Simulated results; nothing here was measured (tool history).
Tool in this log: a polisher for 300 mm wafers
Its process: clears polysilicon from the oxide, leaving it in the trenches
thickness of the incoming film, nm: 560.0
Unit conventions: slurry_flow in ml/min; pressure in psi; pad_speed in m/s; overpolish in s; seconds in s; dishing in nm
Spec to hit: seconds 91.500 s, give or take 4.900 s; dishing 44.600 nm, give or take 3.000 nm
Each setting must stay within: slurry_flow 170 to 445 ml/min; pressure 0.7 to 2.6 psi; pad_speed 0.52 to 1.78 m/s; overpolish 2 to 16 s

run,hour,slurry_flow,pressure,pad_speed,overpolish,seconds,dishing
1,0.0,285,1.6,1.14,8,66.236,40.982
2,7.4,260,1.6,1.14,8,69.388,40.294
3,12.5,245,1.5,1.14,9,70.953,41.571
4,13.4,245,1.4,1.12,10,76.473,42.316
5,20.6,245,1.3,1.12,11,79.303,43.346
6,29.3,245,1.3,1.12,8,80.149,35.143
7,37.7,245,1.2,1.10,9,84.275,37.421
8,40.3,245,1.2,1.10,10,87.725,40.705
9,40.9,245,1.2,1.10,10,87.960,39.792
10,41.5,245,1.2,1.10,11,87.539,41.116
11,42.2,245,1.2,1.10,12,86.739,42.863

4 candidate next runs follow, results not yet known. Just one meets every target within its allowed miss. Identify it.
A,42.9,185,1.2,1.14,10,?,?
B,42.9,285,1.6,0.94,12,?,?
C,42.9,170,1.1,1.20,13,?,?
D,42.9,390,1.5,0.76,10,?,?

move,seconds,dishing
A,85.974,38.877
B,75.953,45.941
C,89.071,44.141
D,90.364,37.720
A: the biggest miss grows against the last run
B: the biggest miss grows against the last run
C: meets every target
D: corrects the largest miss of the last run, while another result sits out of spec
C is the move that brings every result within its allowed miss.

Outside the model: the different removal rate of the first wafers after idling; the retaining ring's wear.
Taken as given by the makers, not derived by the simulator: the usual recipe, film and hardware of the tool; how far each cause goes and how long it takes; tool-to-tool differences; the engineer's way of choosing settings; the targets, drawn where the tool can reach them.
